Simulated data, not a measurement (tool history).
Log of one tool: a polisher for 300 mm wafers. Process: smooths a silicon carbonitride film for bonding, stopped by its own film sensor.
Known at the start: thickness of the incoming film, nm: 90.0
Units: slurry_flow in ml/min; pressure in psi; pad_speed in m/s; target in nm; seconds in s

run	day	slurry_flow	pressure	pad_speed	slurry_solids	target	seconds
1	0	305	2.5	1.1	1	81	34.456
2	0.221	305	2.1	1.08	1	81	39.408
3	0.462	305	1.8	1.02	1	81	47.292
4	0.65	305	1.6	1.02	1	81	49.899
5	0.75	305	2.2	1.02	1	81	40.903
6	0.85	305	1.9	1	1	81	45.036
7	1.217	305	1.6	0.98	1	81	51.764
8	1.408	305	1.4	0.98	1	81	57.492
# day 1.533: slurry blender recalibrated
9	1.533	305	1.3	0.98	1	81	45.866
10	1.596	305	1.3	0.98	1	81	45.853
11	1.771	305	1.3	0.88	1	81	50.054
12	2.108	305	1.3	0.88	1	81	49.867

Forecast run 13:
13	2.396	295	1.2	0.88	0.85	81	?

Run 13 gave seconds 57.998 s.

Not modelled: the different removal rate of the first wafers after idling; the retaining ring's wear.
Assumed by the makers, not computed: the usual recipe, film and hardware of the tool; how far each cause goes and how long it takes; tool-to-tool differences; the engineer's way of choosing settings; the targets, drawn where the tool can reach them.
